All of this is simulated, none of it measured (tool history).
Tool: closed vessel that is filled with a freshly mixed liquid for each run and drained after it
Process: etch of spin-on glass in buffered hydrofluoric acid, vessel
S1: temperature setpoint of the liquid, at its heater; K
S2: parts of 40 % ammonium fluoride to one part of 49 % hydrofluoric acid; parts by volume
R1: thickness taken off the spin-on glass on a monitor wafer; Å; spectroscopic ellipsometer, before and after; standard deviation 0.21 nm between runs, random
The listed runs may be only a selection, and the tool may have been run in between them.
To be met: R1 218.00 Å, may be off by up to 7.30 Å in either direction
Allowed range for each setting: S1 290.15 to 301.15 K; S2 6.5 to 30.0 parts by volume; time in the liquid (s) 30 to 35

{"run": 1, "day": 0.0, "S1": 293.15, "S2": 19.5, "time in the liquid (s)": 35, "R1": 260.84}
{"run": 2, "day": 0.15, "S1": 292.65, "S2": 19.5, "time in the liquid (s)": 35, "R1": 251.6}
{"run": 3, "day": 0.208, "S1": 292.15, "S2": 19.5, "time in the liquid (s)": 35, "R1": 245.61}
{"run": 4, "day": 0.25, "S1": 294.65, "S2": 19.5, "time in the liquid (s)": 35, "R1": 280.64}
{"run": 5, "day": 0.483, "S1": 294.65, "S2": 16.5, "time in the liquid (s)": 35, "R1": 330.15}
{"run": 6, "day": 0.558, "S1": 294.65, "S2": 16.5, "time in the liquid (s)": 35, "R1": 327.58}
{"run": 7, "day": 0.671, "S1": 294.15, "S2": 17.0, "time in the liquid (s)": 35, "R1": 309.69}
{"run": 8, "day": 0.875, "S1": 293.65, "S2": 17.5, "time in the liquid (s)": 35, "R1": 292.55}
{"run": 9, "day": 1.229, "S1": 293.15, "S2": 18.0, "time in the liquid (s)": 35, "R1": 276.44}
{"run": 10, "day": 1.421, "S1": 292.65, "S2": 18.0, "time in the liquid (s)": 35, "R1": 269.4}
{"run": 11, "day": 1.65, "S1": 292.15, "S2": 18.0, "time in the liquid (s)": 35, "R1": 261.44}
{"run": 12, "day": 1.929, "S1": 291.65, "S2": 18.0, "time in the liquid (s)": 35, "R1": 254.78}
{"run": 13, "day": 2.142, "S1": 290.65, "S2": 19.0, "time in the liquid (s)": 35, "R1": 228.13}

Of the 4 settings listed for the next run, only one would bring every result within its allowed miss of target. Which one?
{"run": "A", "day": 2.354, "S1": 292.15, "S2": 23.0, "time in the liquid (s)": 35, "R1": "?"}
{"run": "B", "day": 2.354, "S1": 292.15, "S2": 19.5, "time in the liquid (s)": 35, "R1": "?"}
{"run": "C", "day": 2.354, "S1": 292.15, "S2": 20.0, "time in the liquid (s)": 35, "R1": "?"}
{"run": "D", "day": 2.354, "S1": 291.15, "S2": 18.5, "time in the liquid (s)": 35, "R1": "?"}

move=A R1=216.09
move=B R1=244.01
move=C R1=237.98
move=D R1=242.88
A: every result lands within tolerance
B: the biggest miss grows against the last run
C: the biggest miss grows against the last run
D: the biggest miss grows against the last run
Correct choice: A, which meets every target

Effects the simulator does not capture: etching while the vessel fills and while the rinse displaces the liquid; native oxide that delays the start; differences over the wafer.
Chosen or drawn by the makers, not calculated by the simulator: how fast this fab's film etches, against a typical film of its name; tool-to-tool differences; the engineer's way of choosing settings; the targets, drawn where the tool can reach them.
